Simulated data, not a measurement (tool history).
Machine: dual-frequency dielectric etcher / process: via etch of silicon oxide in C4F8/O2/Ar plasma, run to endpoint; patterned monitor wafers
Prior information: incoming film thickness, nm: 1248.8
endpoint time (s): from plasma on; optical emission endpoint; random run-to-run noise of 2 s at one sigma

| run | hour | source power (kW) | bias power (kW) | endpoint time (s) |
|---|---|---|---|---|
| 1 | 0 | 1.69 | 2.821 | 237.91 |
| 2 | 1.1 | 1.61 | 2.749 | 248.32 |
| 3 | 8.4 | 1.44 | 2.749 | 265.74 |
| 4 | 11.5 | 1.18 | 2.749 | 300.36 |
| 5 | 15.9 | 1.46 | 2.749 | 263.95 |
| 6 | 23.5 | 1.43 | 2.741 | 263.97 |
| 7 | 27.3 | 1.4 | 2.732 | 269.11 |
| 8 | 35.8 | 1.38 | 2.725 | 275.56 |

Predict the results of run 9:
| 9 | 42.8 | 1.19 | 2.644 | ? |

Run 9 measured endpoint time (s) 302.39.
